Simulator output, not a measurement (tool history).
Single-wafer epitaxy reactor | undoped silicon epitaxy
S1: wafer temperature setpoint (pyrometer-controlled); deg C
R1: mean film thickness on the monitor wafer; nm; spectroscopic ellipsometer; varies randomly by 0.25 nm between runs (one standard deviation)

Run 1, hour 0: S1 650 deg C, deposition time (s) 259. Result: R1 41.006 nm.
Run 2, hour 7: S1 643 deg C, deposition time (s) 259. Result: R1 35.843 nm.
Run 3, hour 15.4: S1 649 deg C, deposition time (s) 260. Result: R1 40.196 nm.
Run 4, hour 16.6: S1 657 deg C, deposition time (s) 260. Result: R1 47.219 nm.
Run 5, hour 24.3: S1 647 deg C, deposition time (s) 260. Result: R1 38.838 nm.
Run 6, hour 32.7: S1 647 deg C, deposition time (s) 225. Result: R1 33.46 nm.
Run 7, hour 40.5: S1 647 deg C, deposition time (s) 225. Result: R1 33.672 nm.
Run 8, hour 45.1: S1 652 deg C, deposition time (s) 231. Result: R1 37.73 nm.
Run 9, hour 51.5: S1 656 deg C, deposition time (s) 236. Result: R1 41.527 nm.
Run 10, hour 59.2: S1 668 deg C, deposition time (s) 258. Result: R1 57.343 nm.

Run 11 has not been measured yet. What should we expect?
Run 11, hour 66.9: S1 669 deg C, deposition time (s) 258. Result: R1 ?.

{"run 11": {"R1": 58.091}}
